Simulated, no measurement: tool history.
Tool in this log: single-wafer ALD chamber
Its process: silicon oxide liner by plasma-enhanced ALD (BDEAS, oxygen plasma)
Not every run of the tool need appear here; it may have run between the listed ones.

| run | hour | heater temperature setpoint (K) | number of ALD cycles (cycles) | mean film thickness on the monitor wafer (nm) |
|---|---|---|---|---|
| 1 | 0.0 | 593.15 | 28 | 2.4909 |
| 2 | 6.6 | 593.15 | 31 | 2.7703 |
| 3 | 15.4 | 597.15 | 31 | 2.7445 |
| 4 | 16.9 | 597.15 | 33 | 2.9094 |
| 5 | 19.5 | 597.15 | 31 | 2.7461 |
| 6 | 28.2 | 589.15 | 31 | 2.7695 |
| 7 | 28.8 | 589.15 | 30 | 2.6713 |

Expected results for the next run?
| 8 | 37.5 | 589.15 | 29 | ? |

Logged for run 8: mean film thickness on the monitor wafer (nm) 2.5562.
